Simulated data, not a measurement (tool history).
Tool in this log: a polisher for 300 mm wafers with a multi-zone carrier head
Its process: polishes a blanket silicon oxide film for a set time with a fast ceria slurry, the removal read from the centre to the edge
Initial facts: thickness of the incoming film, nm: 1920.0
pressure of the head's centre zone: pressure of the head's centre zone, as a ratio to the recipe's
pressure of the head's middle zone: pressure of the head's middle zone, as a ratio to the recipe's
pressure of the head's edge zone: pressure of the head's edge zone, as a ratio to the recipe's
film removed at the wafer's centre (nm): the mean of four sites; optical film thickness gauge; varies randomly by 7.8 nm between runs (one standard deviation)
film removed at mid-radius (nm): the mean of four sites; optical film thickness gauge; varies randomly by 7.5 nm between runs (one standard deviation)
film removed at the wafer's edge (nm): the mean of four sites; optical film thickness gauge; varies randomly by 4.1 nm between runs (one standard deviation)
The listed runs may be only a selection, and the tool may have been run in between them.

run  hour  flow of slurry (ml/min)  pressure of the head's centre zone  pressure of the head's middle zone  pressure of the head's edge zone  polishing time (s)  film removed at the wafer's centre (nm)  film removed at mid-radius (nm)  film removed at the wafer's edge (nm)
  1     0                      145                                   1                                   1                                 1                  57                                   745.89                           747.21                                 767.48
  2   3.8                      145                                0.95                                   1                                 1                  57                                    741.2                           748.99                                 767.19
  3  10.7                      145                                0.95                                0.96                                 1                  57                                   732.46                           715.04                                 764.27
  4  16.1                      130                                0.91                                0.96                                 1                  56                                   659.03                           703.96                                 740.59
  5  19.2                      120                                0.91                                0.94                              0.98                  56                                   634.21                           684.73                                 719.96
  6  21.8                      120                                0.91                                0.94                              1.04                  56                                   637.14                            664.7                                 742.38

Run 7, settings as shown, results not yet in. Your forecast:
  7  27.8                      115                                0.91                                0.93                              1.02                  56                                        ?                                ?                                      ?

film removed at the wafer's centre (nm): 637.32
film removed at mid-radius (nm): 655.24
film removed at the wafer's edge (nm): 730.67
